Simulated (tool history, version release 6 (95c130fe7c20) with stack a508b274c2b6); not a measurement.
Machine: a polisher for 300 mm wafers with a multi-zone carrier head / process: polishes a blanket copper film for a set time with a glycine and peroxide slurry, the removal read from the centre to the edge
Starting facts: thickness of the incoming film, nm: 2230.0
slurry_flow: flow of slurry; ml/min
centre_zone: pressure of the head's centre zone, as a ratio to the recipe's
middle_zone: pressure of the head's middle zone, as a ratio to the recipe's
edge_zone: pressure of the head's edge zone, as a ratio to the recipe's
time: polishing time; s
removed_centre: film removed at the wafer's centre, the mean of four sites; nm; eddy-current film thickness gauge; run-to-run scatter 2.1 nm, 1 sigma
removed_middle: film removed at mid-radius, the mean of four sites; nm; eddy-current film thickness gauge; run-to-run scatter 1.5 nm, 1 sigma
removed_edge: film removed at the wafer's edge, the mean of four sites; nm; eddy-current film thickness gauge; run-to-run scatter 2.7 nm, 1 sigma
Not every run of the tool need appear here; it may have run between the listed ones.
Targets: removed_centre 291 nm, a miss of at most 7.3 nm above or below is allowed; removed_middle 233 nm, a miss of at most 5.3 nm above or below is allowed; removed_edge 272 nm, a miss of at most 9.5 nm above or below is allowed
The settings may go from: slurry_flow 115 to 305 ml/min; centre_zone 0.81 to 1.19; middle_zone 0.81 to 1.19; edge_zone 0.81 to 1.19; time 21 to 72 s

{"run": 1, "hour": 0.0, "slurry_flow": 195, "centre_zone": 1, "middle_zone": 1, "edge_zone": 1, "time": 46, "removed_centre": 207.92, "removed_middle": 208.52, "removed_edge": 207.31}
{"run": 2, "hour": 7.7, "slurry_flow": 165, "centre_zone": 1, "middle_zone": 1, "edge_zone": 1, "time": 46, "removed_centre": 202.58, "removed_middle": 204.41, "removed_edge": 206.62}
{"run": 3, "hour": 8.4, "slurry_flow": 165, "centre_zone": 1, "middle_zone": 1, "edge_zone": 1, "time": 52, "removed_centre": 230.46, "removed_middle": 229.06, "removed_edge": 231.93}
{"run": 4, "hour": 17.2, "slurry_flow": 185, "centre_zone": 1.03, "middle_zone": 0.98, "edge_zone": 1.05, "time": 52, "removed_centre": 240.71, "removed_middle": 229.31, "removed_edge": 241.29}
{"run": 5, "hour": 25.5, "slurry_flow": 205, "centre_zone": 1.06, "middle_zone": 0.96, "edge_zone": 1.08, "time": 52, "removed_centre": 252.36, "removed_middle": 227.98, "removed_edge": 243.96}
{"run": 6, "hour": 28.6, "slurry_flow": 215, "centre_zone": 1.08, "middle_zone": 0.94, "edge_zone": 1.11, "time": 53, "removed_centre": 262.23, "removed_middle": 227.71, "removed_edge": 253.82}
{"run": 7, "hour": 33.0, "slurry_flow": 230, "centre_zone": 1.09, "middle_zone": 0.93, "edge_zone": 1.13, "time": 53, "removed_centre": 263.85, "removed_middle": 228.35, "removed_edge": 258.33}
{"run": 8, "hour": 35.4, "slurry_flow": 275, "centre_zone": 1.18, "middle_zone": 0.9, "edge_zone": 1.17, "time": 54, "removed_centre": 299.81, "removed_middle": 229.43, "removed_edge": 270.54}

Consider the 4 candidate settings below. Which is the only one whose results all fall within their allowed miss of target?
{"run": "A", "hour": 37.8, "slurry_flow": 285, "centre_zone": 1.18, "middle_zone": 0.85, "edge_zone": 1.14, "time": 55, "removed_centre": "?", "removed_middle": "?", "removed_edge": "?"}
{"run": "B", "hour": 37.8, "slurry_flow": 290, "centre_zone": 1.17, "middle_zone": 0.89, "edge_zone": 1.17, "time": 52, "removed_centre": "?", "removed_middle": "?", "removed_edge": "?"}
{"run": "C", "hour": 37.8, "slurry_flow": 250, "centre_zone": 1.14, "middle_zone": 0.9, "edge_zone": 1.15, "time": 55, "removed_centre": "?", "removed_middle": "?", "removed_edge": "?"}
{"run": "D", "hour": 37.8, "slurry_flow": 235, "centre_zone": 1.19, "middle_zone": 0.9, "edge_zone": 1.15, "time": 56, "removed_centre": "?", "removed_middle": "?", "removed_edge": "?"}

move=A removed_centre=307.72 removed_middle=224.47 removed_edge=275.46
move=B removed_centre=289.05 removed_middle=220.79 removed_edge=264.14
move=C removed_centre=293.17 removed_middle=232.41 removed_edge=273.9
move=D removed_centre=309.48 removed_middle=235.08 removed_edge=277.56
A: the biggest miss grows against the last run
B: corrects the largest miss of the last run, while another result sits out of spec
C: in spec on every target
D: the biggest miss grows against the last run
C meets every target.
